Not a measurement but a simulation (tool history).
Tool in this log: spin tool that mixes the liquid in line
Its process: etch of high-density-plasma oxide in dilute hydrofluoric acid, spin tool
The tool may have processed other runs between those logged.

run,day,temperature setpoint of the liquid (K),parts of water to one part of 49 % hydrofluoric acid (parts by volume),time under the liquid (s),thickness taken off the high-density-plasma oxide on a monitor wafer (nm)
1,0.000,294.15,280,305,4.4379
2,0.146,294.15,210,305,6.3198
3,0.333,290.65,210,305,5.5574
4,0.521,292.65,210,305,5.8103
5,0.783,290.15,210,305,5.4201
6,1.079,290.15,210,330,5.8523

Run 7 is up next; what results do you expect?
7,1.100,290.15,260,330,?

thickness taken off the high-density-plasma oxide on a monitor wafer (nm): 4.5927
